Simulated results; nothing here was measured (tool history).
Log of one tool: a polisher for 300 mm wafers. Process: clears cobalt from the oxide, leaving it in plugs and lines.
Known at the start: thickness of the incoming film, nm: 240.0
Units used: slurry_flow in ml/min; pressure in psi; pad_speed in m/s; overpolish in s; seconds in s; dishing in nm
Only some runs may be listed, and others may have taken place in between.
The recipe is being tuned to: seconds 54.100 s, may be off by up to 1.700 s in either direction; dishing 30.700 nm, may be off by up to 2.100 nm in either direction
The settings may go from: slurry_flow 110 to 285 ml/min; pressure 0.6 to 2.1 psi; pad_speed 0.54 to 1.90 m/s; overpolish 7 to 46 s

run	day	slurry_flow	pressure	pad_speed	overpolish	seconds	dishing
1	0.000	180	1.3	1.22	24	59.838	40.689
2	0.192	210	1.3	1.22	24	57.596	41.972
3	0.400	210	1.3	1.22	31	57.199	44.247
4	0.504	205	1.3	1.22	29	58.134	45.333
5	0.654	205	1.3	1.40	29	50.436	46.635
6	0.867	205	1.1	1.40	29	55.370	44.993
7	1.208	200	1.1	1.40	27	55.924	44.481
8	1.267	200	1.1	1.38	25	57.497	43.315
9	1.508	190	1.2	1.36	23	54.340	40.302
10	1.733	185	1.2	1.36	22	54.757	41.099
11	1.992	175	1.2	1.36	20	54.849	41.038
12	2.262	185	1.2	1.34	19	56.495	38.309
13	2.383	190	1.2	1.34	18	56.575	36.798
14	2.729	190	1.2	1.34	17	56.190	35.577
15	2.975	195	1.2	1.34	16	54.356	34.977

Below are 5 possible settings for the next run. Only one of them brings all results inside the allowed miss of their targets. Which is it?
A	3.221	160	1.0	1.54	21	?	?
B	3.221	160	1.3	1.36	16	?	?
C	3.221	120	1.2	1.40	16	?	?
D	3.221	125	1.3	1.40	28	?	?
E	3.221	220	0.7	1.78	12	?	?

move	seconds	dishing
A	54.408	41.213
B	52.911	36.875
C	55.989	35.828
D	53.107	45.821
E	54.286	30.971
A: further off than the last run
B: further off than the last run
C: further off than the last run
D: further off than the last run
E: every result lands within tolerance
Move E is the one to make.

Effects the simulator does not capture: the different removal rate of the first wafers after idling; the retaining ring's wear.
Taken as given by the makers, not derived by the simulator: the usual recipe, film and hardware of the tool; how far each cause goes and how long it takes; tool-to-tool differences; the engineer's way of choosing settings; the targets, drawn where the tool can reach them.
